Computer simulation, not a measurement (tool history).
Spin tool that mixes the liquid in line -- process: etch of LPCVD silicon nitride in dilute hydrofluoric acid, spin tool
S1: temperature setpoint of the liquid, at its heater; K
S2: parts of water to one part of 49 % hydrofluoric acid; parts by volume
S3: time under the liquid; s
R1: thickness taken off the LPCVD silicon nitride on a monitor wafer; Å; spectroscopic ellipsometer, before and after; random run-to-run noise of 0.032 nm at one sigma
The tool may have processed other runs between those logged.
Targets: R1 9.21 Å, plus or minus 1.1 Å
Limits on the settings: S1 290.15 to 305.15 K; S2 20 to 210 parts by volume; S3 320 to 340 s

run 1 hour=0 | S1=297.15 S2=115 S3=320 | R1=14.411
run 2 hour=7.6 | S1=296.65 S2=120 S3=320 | R1=13.2
run 3 hour=11.2 | S1=296.65 S2=90 S3=320 | R1=19.482
run 4 hour=14.9 | S1=296.65 S2=90 S3=320 | R1=18.461
run 5 hour=15.8 | S1=296.65 S2=110 S3=320 | R1=14.993
run 6 hour=19.6 | S1=294.15 S2=110 S3=320 | R1=12.313
run 7 hour=28.2 | S1=293.65 S2=110 S3=320 | R1=12.724
run 8 hour=33.7 | S1=293.65 S2=115 S3=320 | R1=12.112

Consider the 5 candidate settings below. Which is the only one whose results all fall within their allowed miss of target?
run A hour=39.2 | S1=295.15 S2=100 S3=340 | R1=?
run B hour=39.2 | S1=294.65 S2=90 S3=325 | R1=?
run C hour=39.2 | S1=294.65 S2=120 S3=340 | R1=?
run D hour=39.2 | S1=293.65 S2=180 S3=320 | R1=?
run E hour=39.2 | S1=290.15 S2=115 S3=320 | R1=?

move=A R1=15.85
move=B R1=16.244
move=C R1=12.818
move=D R1=7.5954
move=E R1=9.2578
A: lands further from the targets than the last run did
B: lands further from the targets than the last run did
C: lands further from the targets than the last run did
D: the result that was furthest off in the last run now lies on the other side of its target
E: every result lands within tolerance
Go with E: it meets all targets.
